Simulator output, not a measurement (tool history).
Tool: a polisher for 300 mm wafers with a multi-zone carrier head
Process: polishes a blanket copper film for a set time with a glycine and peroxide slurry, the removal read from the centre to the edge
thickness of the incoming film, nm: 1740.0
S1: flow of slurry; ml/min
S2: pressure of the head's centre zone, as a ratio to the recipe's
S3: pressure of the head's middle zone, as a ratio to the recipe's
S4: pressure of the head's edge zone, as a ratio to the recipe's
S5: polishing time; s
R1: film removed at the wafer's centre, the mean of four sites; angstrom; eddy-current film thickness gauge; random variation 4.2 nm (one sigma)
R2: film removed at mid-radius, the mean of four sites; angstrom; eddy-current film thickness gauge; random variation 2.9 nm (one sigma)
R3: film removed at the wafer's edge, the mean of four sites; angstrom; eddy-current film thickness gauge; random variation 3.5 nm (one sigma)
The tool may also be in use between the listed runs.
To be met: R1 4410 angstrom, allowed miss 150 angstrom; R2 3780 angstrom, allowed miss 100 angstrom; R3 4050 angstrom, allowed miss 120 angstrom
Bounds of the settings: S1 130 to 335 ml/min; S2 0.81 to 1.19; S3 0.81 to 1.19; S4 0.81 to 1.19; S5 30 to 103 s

run    day   S1    S2    S3    S4  S5      R1      R2      R3
  1      0  215     1     1     1  66  2849.2  2798.6  2770.1
  2  0.075  215     1  1.05     1  66  2864.7  2922.5  2773.1
  3  0.375  215  0.93  1.05     1  66  2657.4  2899.2  2760.4
  4   0.75  215  0.93  0.97     1  66  2643.6  2711.1  2775.1
  5  1.092  230  0.99  0.98  1.05  72  3138.9  3024.9    3107
  6   1.35  230  0.99  1.07  1.05  72    3121  3252.5  3091.6
  7  1.479  230  1.03  1.04  1.09  77  3440.7  3339.3    3412
  8  1.629  280  1.13  1.07  1.19  85  4301.8  3932.5  3968.7
  9  1.858  275  1.13  1.05  1.19  86  4360.5  3928.3  4098.4

Which of these 5 next moves meets every target?
  A  2.088  305  1.13  1.05  1.14  88   ?   ?   ?
  B  2.088  300  1.13  0.93  1.17  86   ?   ?   ?
  C  2.088  215  1.15  1.01  1.18  88   ?   ?   ?
  D  2.088  325  1.04  1.09  1.16  87   ?   ?   ?
  E  2.088  270  1.15  0.87  1.19  91   ?   ?   ?

move      R1      R2      R3
   A  4519.9    4098  4139.4
   B  4405.4  3609.5  4101.5
   C  4387.5  3800.3  4084.1
   D    4139    4210  4146.2
   E  4683.8  3572.9  4344.9
A: further off than the last run
B: takes the result that was furthest off past its target
C: meets every target
D: further off than the last run
E: takes the result that was furthest off past its target
Answer: C
